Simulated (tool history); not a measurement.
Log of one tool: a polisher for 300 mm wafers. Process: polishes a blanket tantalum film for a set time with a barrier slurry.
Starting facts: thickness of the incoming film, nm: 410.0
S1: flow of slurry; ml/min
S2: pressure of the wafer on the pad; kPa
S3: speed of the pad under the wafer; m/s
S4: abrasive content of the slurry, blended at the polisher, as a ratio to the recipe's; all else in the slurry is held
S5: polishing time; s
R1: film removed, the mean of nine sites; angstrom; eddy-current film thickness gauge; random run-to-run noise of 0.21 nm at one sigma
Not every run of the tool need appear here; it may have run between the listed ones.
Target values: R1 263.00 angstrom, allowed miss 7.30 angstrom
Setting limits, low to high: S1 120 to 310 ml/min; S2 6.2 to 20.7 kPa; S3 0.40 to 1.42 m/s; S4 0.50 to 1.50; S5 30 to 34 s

| run | hour | S1 | S2 | S3 | S4 | S5 | R1 |
|---|---|---|---|---|---|---|---|
| 1 | 0.0 | 200 | 13.1 | 0.90 | 1.00 | 34 | 455.04 |
| 2 | 8.5 | 200 | 13.1 | 0.90 | 1.00 | 34 | 455.79 |
| 3 | 17.3 | 195 | 11.0 | 0.90 | 1.00 | 34 | 386.71 |
| 4 | 19.0 | 195 | 11.0 | 1.04 | 1.00 | 34 | 440.92 |
| 5 | 25.9 | 195 | 11.0 | 1.18 | 1.00 | 34 | 497.38 |
| 6 | 31.3 | 195 | 13.1 | 1.18 | 1.00 | 34 | 575.58 |
| 7 | 34.0 | 185 | 11.0 | 1.08 | 1.00 | 34 | 453.60 |
| 8 | 40.1 | 185 | 9.7 | 1.02 | 1.00 | 34 | 384.52 |
| 9 | 41.7 | 185 | 9.7 | 1.02 | 1.00 | 34 | 380.85 |
| 10 | 50.4 | 170 | 6.2 | 0.92 | 1.00 | 34 | 240.67 |
| 11 | 58.1 | 185 | 6.2 | 0.92 | 1.00 | 34 | 243.85 |
| 12 | 63.9 | 190 | 6.2 | 0.92 | 1.00 | 34 | 241.12 |

Consider the 4 candidate settings below. Which is the only one whose results all fall within their allowed miss of target?
| A | 69.7 | 175 | 7.6 | 0.72 | 1.05 | 30 | ? |
| B | 69.7 | 190 | 13.1 | 0.60 | 0.55 | 34 | ? |
| C | 69.7 | 200 | 6.9 | 0.92 | 0.85 | 31 | ? |
| D | 69.7 | 210 | 6.9 | 1.08 | 0.90 | 32 | ? |

| move | R1 |
|---|---|
| A | 206.32 |
| B | 266.06 |
| C | 235.77 |
| D | 287.50 |
A: its largest miss is bigger than the last run's
B: all results land within tolerance of their targets
C: its largest miss is bigger than the last run's
D: pushes the last run's worst result past its target
Correct choice: B, which meets every target

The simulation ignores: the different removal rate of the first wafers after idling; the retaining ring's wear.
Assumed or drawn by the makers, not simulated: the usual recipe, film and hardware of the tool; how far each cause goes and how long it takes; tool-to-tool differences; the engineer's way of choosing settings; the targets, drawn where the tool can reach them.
